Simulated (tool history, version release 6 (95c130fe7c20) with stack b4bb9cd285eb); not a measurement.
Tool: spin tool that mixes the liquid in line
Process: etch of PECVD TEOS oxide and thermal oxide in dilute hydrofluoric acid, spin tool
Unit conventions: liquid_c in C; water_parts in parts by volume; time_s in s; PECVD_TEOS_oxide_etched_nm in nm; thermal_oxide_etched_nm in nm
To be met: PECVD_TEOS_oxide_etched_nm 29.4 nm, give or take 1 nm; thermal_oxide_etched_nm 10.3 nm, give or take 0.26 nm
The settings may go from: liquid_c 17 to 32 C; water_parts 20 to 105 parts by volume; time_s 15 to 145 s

{"run": 1, "hour": 0.0, "liquid_c": 24, "water_parts": 55, "time_s": 75, "PECVD_TEOS_oxide_etched_nm": 20.394, "thermal_oxide_etched_nm": 7.1138}
{"run": 2, "hour": 4.1, "liquid_c": 24, "water_parts": 55, "time_s": 95, "PECVD_TEOS_oxide_etched_nm": 25.569, "thermal_oxide_etched_nm": 8.9679}
{"run": 3, "hour": 13.0, "liquid_c": 25, "water_parts": 55, "time_s": 95, "PECVD_TEOS_oxide_etched_nm": 26.636, "thermal_oxide_etched_nm": 9.4096}
{"run": 4, "hour": 16.0, "liquid_c": 25, "water_parts": 35, "time_s": 95, "PECVD_TEOS_oxide_etched_nm": 43.338, "thermal_oxide_etched_nm": 15.333}
{"run": 5, "hour": 23.4, "liquid_c": 25, "water_parts": 35, "time_s": 105, "PECVD_TEOS_oxide_etched_nm": 47.759, "thermal_oxide_etched_nm": 16.844}
{"run": 6, "hour": 31.8, "liquid_c": 23, "water_parts": 35, "time_s": 105, "PECVD_TEOS_oxide_etched_nm": 44.056, "thermal_oxide_etched_nm": 15.213}
{"run": 7, "hour": 34.1, "liquid_c": 22, "water_parts": 35, "time_s": 105, "PECVD_TEOS_oxide_etched_nm": 41.969, "thermal_oxide_etched_nm": 14.664}
{"run": 8, "hour": 42.9, "liquid_c": 21, "water_parts": 35, "time_s": 105, "PECVD_TEOS_oxide_etched_nm": 40.068, "thermal_oxide_etched_nm": 13.994}
{"run": 9, "hour": 51.5, "liquid_c": 21, "water_parts": 35, "time_s": 105, "PECVD_TEOS_oxide_etched_nm": 39.62, "thermal_oxide_etched_nm": 14.113}
{"run": 10, "hour": 59.6, "liquid_c": 20, "water_parts": 35, "time_s": 105, "PECVD_TEOS_oxide_etched_nm": 38.475, "thermal_oxide_etched_nm": 13.642}
{"run": 11, "hour": 68.0, "liquid_c": 17, "water_parts": 45, "time_s": 105, "PECVD_TEOS_oxide_etched_nm": 25.783, "thermal_oxide_etched_nm": 9.1249}
{"run": 12, "hour": 70.1, "liquid_c": 17.5, "water_parts": 45, "time_s": 105, "PECVD_TEOS_oxide_etched_nm": 26.775, "thermal_oxide_etched_nm": 9.2984}
{"run": 13, "hour": 75.5, "liquid_c": 18, "water_parts": 45, "time_s": 105, "PECVD_TEOS_oxide_etched_nm": 27.071, "thermal_oxide_etched_nm": 9.5671}
{"run": 14, "hour": 79.3, "liquid_c": 18.5, "water_parts": 45, "time_s": 105, "PECVD_TEOS_oxide_etched_nm": 28.03, "thermal_oxide_etched_nm": 9.6706}
{"run": 15, "hour": 87.4, "liquid_c": 19, "water_parts": 45, "time_s": 105, "PECVD_TEOS_oxide_etched_nm": 27.973, "thermal_oxide_etched_nm": 9.9502}

Consider the 4 candidate settings below. Which is the only one whose results all fall within their allowed miss of target?
{"run": "A", "hour": 95.5, "liquid_c": 17.5, "water_parts": 35, "time_s": 90, "PECVD_TEOS_oxide_etched_nm": "?", "thermal_oxide_etched_nm": "?"}
{"run": "B", "hour": 95.5, "liquid_c": 23.5, "water_parts": 45, "time_s": 85, "PECVD_TEOS_oxide_etched_nm": "?", "thermal_oxide_etched_nm": "?"}
{"run": "C", "hour": 95.5, "liquid_c": 17.5, "water_parts": 45, "time_s": 110, "PECVD_TEOS_oxide_etched_nm": "?", "thermal_oxide_etched_nm": "?"}
{"run": "D", "hour": 95.5, "liquid_c": 23, "water_parts": 55, "time_s": 120, "PECVD_TEOS_oxide_etched_nm": "?", "thermal_oxide_etched_nm": "?"}

move=A PECVD_TEOS_oxide_etched_nm=29.34 thermal_oxide_etched_nm=10.448
move=B PECVD_TEOS_oxide_etched_nm=27.493 thermal_oxide_etched_nm=9.7905
move=C PECVD_TEOS_oxide_etched_nm=27.577 thermal_oxide_etched_nm=9.8205
move=D PECVD_TEOS_oxide_etched_nm=30.704 thermal_oxide_etched_nm=10.934
A: in spec on every target
B: its largest miss is bigger than the last run's
C: its largest miss is bigger than the last run's
D: the result that was furthest off in the last run now lies on the other side of its target
Go with A: it meets all targets.
